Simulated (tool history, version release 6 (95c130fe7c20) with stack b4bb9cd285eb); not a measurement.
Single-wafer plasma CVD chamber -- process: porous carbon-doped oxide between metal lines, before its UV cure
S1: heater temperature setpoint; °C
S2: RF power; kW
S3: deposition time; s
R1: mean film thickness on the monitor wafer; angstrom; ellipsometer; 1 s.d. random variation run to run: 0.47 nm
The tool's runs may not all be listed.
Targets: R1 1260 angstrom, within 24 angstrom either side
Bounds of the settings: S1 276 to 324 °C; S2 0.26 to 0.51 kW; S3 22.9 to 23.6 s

run 1 hour=0 | S1=300 S2=0.385 S3=22.9 | R1=966.73
run 2 hour=4.8 | S1=297 S2=0.395 S3=22.9 | R1=1008
run 3 hour=8.9 | S1=295 S2=0.4 S3=22.9 | R1=1030.2
run 4 hour=10.1 | S1=293 S2=0.405 S3=22.9 | R1=1047.9
run 5 hour=11.9 | S1=291 S2=0.41 S3=22.9 | R1=1071.5
run 6 hour=16.7 | S1=291 S2=0.41 S3=22.9 | R1=1074.8
run 7 hour=23.6 | S1=289 S2=0.415 S3=22.9 | R1=1097.5
run 8 hour=25.4 | S1=288 S2=0.42 S3=22.9 | R1=1108.5
run 9 hour=30.7 | S1=288 S2=0.42 S3=22.9 | R1=1114.6
run 10 hour=34.3 | S1=287 S2=0.425 S3=22.9 | R1=1122.7
run 11 hour=39.5 | S1=286 S2=0.43 S3=22.9 | R1=1144.9
run 12 hour=43 | S1=285 S2=0.435 S3=22.9 | R1=1168.9
run 13 hour=49.1 | S1=284 S2=0.435 S3=22.9 | R1=1172.2
run 14 hour=54.4 | S1=283 S2=0.435 S3=22.9 | R1=1182
run 15 hour=55.3 | S1=283 S2=0.435 S3=22.9 | R1=1182.1
run 16 hour=56.6 | S1=282 S2=0.435 S3=22.9 | R1=1185.1
run 17 hour=61.2 | S1=281 S2=0.435 S3=22.9 | R1=1194.7
run 18 hour=67.9 | S1=280 S2=0.435 S3=22.9 | R1=1206.6
run 19 hour=71.1 | S1=278 S2=0.44 S3=22.9 | R1=1234.7

Pick the move, out of 5, that brings all results within their allowed miss; only one does.
run A hour=74.3 | S1=295 S2=0.51 S3=22.9 | R1=?
run B hour=74.3 | S1=276 S2=0.43 S3=23.6 | R1=?
run C hour=74.3 | S1=276 S2=0.41 S3=23.1 | R1=?
run D hour=74.3 | S1=276 S2=0.445 S3=23.6 | R1=?
run E hour=74.3 | S1=286 S2=0.45 S3=23.3 | R1=?

move=A R1=1204.2
move=B R1=1274.6
move=C R1=1212.2
move=D R1=1302
move=E R1=1204.2
A: misses by more than the last run did
B: all results in spec
C: misses by more than the last run did
D: takes the result that was furthest off past its target
E: misses by more than the last run did
The right move is B.
